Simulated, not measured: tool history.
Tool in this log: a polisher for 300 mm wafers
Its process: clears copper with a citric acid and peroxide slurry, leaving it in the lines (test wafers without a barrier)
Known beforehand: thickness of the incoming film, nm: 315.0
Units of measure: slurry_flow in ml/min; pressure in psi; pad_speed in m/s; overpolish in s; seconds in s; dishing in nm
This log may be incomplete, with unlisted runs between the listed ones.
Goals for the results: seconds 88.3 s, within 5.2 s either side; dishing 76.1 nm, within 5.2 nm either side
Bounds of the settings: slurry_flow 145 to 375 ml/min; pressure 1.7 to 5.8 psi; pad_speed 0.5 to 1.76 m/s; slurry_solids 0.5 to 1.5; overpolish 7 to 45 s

Run 1, day 0: slurry_flow 240 ml/min, pressure 3.7 psi, pad_speed 1.12 m/s, slurry_solids 1, overpolish 23 s. Result: seconds 125.33 s, dishing 44.472 nm.
Run 2, day 0.142: slurry_flow 240 ml/min, pressure 3.7 psi, pad_speed 1.3 m/s, slurry_solids 1, overpolish 23 s. Result: seconds 107.97 s, dishing 47.81 nm.
Run 3, day 0.4: slurry_flow 285 ml/min, pressure 3.7 psi, pad_speed 1.3 m/s, slurry_solids 1, overpolish 23 s. Result: seconds 106.92 s, dishing 51.017 nm.
Run 4, day 0.45: slurry_flow 285 ml/min, pressure 2.8 psi, pad_speed 1.3 m/s, slurry_solids 1, overpolish 23 s. Result: seconds 139.79 s, dishing 39.393 nm.
Run 5, day 0.504: slurry_flow 285 ml/min, pressure 2.8 psi, pad_speed 1.3 m/s, slurry_solids 1, overpolish 15 s. Result: seconds 138 s, dishing 26.203 nm.
Run 6, day 0.604: slurry_flow 245 ml/min, pressure 2.8 psi, pad_speed 1.3 m/s, slurry_solids 1, overpolish 15 s. Result: seconds 139.2 s, dishing 26.236 nm.
Run 7, day 0.696: slurry_flow 245 ml/min, pressure 3.2 psi, pad_speed 1.3 m/s, slurry_solids 1, overpolish 18 s. Result: seconds 126.6 s, dishing 35.06 nm.
Run 8, day 0.846: slurry_flow 245 ml/min, pressure 3.5 psi, pad_speed 1.3 m/s, slurry_solids 1, overpolish 20 s. Result: seconds 113.43 s, dishing 42.385 nm.
Run 9, day 0.962: slurry_flow 245 ml/min, pressure 3.5 psi, pad_speed 1.3 m/s, slurry_solids 1, overpolish 20 s. Result: seconds 114.56 s, dishing 41.345 nm.
Run 10, day 1.212: slurry_flow 245 ml/min, pressure 3.7 psi, pad_speed 1.3 m/s, slurry_solids 1, overpolish 22 s. Result: seconds 106.58 s, dishing 47.5 nm.
Run 11, day 1.342: slurry_flow 245 ml/min, pressure 3.9 psi, pad_speed 1.3 m/s, slurry_solids 1, overpolish 23 s. Result: seconds 103.12 s, dishing 50.762 nm.

Below are 4 possible settings for the next run. Only one of them brings all results inside the allowed miss of their targets. Which is it?
Run A, day 1.471: slurry_flow 240 ml/min, pressure 3.7 psi, pad_speed 1.26 m/s, slurry_solids 0.95, overpolish 18 s. Result: seconds ?, dishing ?.
Run B, day 1.471: slurry_flow 235 ml/min, pressure 4.2 psi, pad_speed 1.48 m/s, slurry_solids 1, overpolish 15 s. Result: seconds ?, dishing ?.
Run C, day 1.471: slurry_flow 230 ml/min, pressure 3.6 psi, pad_speed 1.64 m/s, slurry_solids 1.1, overpolish 17 s. Result: seconds ?, dishing ?.
Run D, day 1.471: slurry_flow 175 ml/min, pressure 5.4 psi, pad_speed 1.18 m/s, slurry_solids 0.9, overpolish 32 s. Result: seconds ?, dishing ?.

move  seconds  dishing
   A   115.25   36.292
   B   86.008   40.074
   C   88.259   43.199
   D   90.378   71.082
A: further off than the last run
B: further off than the last run
C: further off than the last run
D: all results in spec
Answer: D
